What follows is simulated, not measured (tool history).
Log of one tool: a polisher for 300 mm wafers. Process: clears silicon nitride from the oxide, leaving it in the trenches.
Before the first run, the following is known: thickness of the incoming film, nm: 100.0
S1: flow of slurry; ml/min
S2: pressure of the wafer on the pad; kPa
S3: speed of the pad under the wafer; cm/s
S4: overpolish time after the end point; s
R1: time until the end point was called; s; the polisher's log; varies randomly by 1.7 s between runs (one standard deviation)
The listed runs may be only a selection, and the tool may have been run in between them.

{"run": 1, "hour": 0.0, "S1": 220, "S2": 15.2, "S3": 128, "S4": 32, "R1": 113.78}
{"run": 2, "hour": 0.7, "S1": 220, "S2": 15.9, "S3": 128, "S4": 32, "R1": 107.34}
{"run": 3, "hour": 6.5, "S1": 220, "S2": 15.9, "S3": 104, "S4": 32, "R1": 131.04}
{"run": 4, "hour": 7.8, "S1": 220, "S2": 15.9, "S3": 120, "S4": 32, "R1": 114.65}
{"run": 5, "hour": 10.3, "S1": 220, "S2": 15.9, "S3": 148, "S4": 32, "R1": 96.438}
{"run": 6, "hour": 14.3, "S1": 220, "S2": 15.9, "S3": 134, "S4": 32, "R1": 103.22}

Expected results for the next run?
{"run": 7, "hour": 17.8, "S1": 220, "S2": 16.5, "S3": 134, "S4": 32, "R1": "?"}

Run 7 gave R1 98.221 s.

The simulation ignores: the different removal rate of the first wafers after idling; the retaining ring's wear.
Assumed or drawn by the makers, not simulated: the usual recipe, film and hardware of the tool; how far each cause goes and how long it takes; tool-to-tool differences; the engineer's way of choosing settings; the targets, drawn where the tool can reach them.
